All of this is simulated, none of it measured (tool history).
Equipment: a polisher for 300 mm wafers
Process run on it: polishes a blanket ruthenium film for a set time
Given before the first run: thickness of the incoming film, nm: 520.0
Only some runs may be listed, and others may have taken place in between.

run	day	flow of slurry (ml/min)	pressure of the wafer on the pad (kPa)	speed of the pad under the wafer (m/s)	polishing time (s)	film removed (angstrom)
1	0.000	140	18.6	1.08	25	356.23
2	0.258	140	18.6	1.08	25	356.54
3	0.571	135	15.9	1.02	25	282.05
4	0.617	165	15.9	1.02	25	301.08
5	0.746	155	13.8	0.98	25	245.97
6	0.842	145	12.4	0.98	25	219.07
7	0.879	110	9.0	0.96	25	152.73
8	1.246	120	9.0	0.96	25	153.50
9	1.592	125	9.0	0.96	25	154.89
10	1.892	130	9.0	0.96	25	157.10
11	2.196	135	9.0	0.96	25	161.28

For run 12, what comes out?
12	2.292	140	9.0	0.96	25	?

Run 12 measured film removed (angstrom) 158.31.
